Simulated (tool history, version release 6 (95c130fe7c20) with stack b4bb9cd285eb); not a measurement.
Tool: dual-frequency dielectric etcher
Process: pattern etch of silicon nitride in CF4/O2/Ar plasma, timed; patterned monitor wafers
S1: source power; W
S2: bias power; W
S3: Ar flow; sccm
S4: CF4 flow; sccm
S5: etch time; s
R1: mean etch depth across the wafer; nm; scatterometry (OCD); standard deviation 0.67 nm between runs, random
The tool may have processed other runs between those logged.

run 1 hour=0 | S1=710 S2=44 S3=128 S4=127 S5=143.5 | R1=351.73
run 2 hour=2 | S1=650 S2=44 S3=128 S4=127 S5=143.5 | R1=322.65
run 3 hour=5.6 | S1=650 S2=44 S3=128 S4=146 S5=143.5 | R1=328.25
run 4 hour=13.1 | S1=700 S2=44 S3=128 S4=146 S5=143.5 | R1=354.23
run 5 hour=18.9 | S1=640 S2=44 S3=128 S4=146 S5=143.5 | R1=322.88
run 6 hour=23.6 | S1=640 S2=44 S3=110 S4=146 S5=143.5 | R1=326.42
run 7 hour=24.4 | S1=600 S2=44 S3=110 S4=146 S5=143.5 | R1=309.16
run 8 hour=31.8 | S1=570 S2=44 S3=110 S4=146 S5=143.5 | R1=292.15

Run 9 is up next; what results do you expect?
run 9 hour=40.2 | S1=530 S2=44 S3=110 S4=146 S5=143.5 | R1=?

{"run 9": {"R1": 271.7}}

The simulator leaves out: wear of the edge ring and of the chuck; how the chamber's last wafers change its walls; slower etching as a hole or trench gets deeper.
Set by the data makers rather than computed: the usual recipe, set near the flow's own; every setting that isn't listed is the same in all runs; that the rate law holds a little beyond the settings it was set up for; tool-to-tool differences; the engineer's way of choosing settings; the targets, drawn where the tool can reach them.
